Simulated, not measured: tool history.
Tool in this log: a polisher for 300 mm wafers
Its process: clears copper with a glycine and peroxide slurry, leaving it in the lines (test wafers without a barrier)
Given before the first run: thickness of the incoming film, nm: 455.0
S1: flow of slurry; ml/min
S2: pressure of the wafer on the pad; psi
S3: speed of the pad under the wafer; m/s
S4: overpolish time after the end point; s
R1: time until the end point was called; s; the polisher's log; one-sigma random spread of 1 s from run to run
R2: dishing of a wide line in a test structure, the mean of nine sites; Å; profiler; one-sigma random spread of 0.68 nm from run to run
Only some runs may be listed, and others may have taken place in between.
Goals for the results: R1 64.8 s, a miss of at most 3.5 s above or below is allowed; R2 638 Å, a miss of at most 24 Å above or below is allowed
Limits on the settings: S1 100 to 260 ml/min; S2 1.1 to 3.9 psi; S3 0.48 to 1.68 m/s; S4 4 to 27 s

run    day   S1   S2    S3  S4      R1      R2
  1      0  165  2.5  1.08  14  96.657  418.41
  2  0.258  165  2.5  1.28  14  82.097  453.86
  3  0.604  165  2.6  1.28  14  79.925  475.05
  4  0.846  165  2.6  1.28  16  80.295   521.2
  5  0.992  165  2.6  1.28  11  80.898  393.98
  6  1.133  165  2.7  1.28  12  76.722  426.38
  7  1.367  165  2.8  1.28  13   77.49  473.81
  8  1.492  165  2.9  1.28  13  72.517  477.93
  9  1.662  160  3.1  1.26  15  69.878  564.83
 10  1.829  160  3.1  1.26  15   67.88  563.92

Next run, 4 choices. One meets every target within its allowed miss, the rest don't. Which?
  A  1.996  140  3.2  1.24  17   ?   ?
  B  1.996  145  3.2  1.48  14   ?   ?
  C  1.996  150  3.3   1.3  18   ?   ?
  D  1.996  145  3.1  1.44  16   ?   ?

move      R1      R2
   A  70.903  625.09
   B  61.398  598.94
   C  65.665  692.22
   D  64.513  638.33
A: corrects the largest miss of the last run, while another result sits out of spec
B: nearer the targets than the last run, but a result is still out of spec
C: the result that was furthest off in the last run now lies on the other side of its target
D: each result inside its tolerance
D is the move that brings every result within its allowed miss.
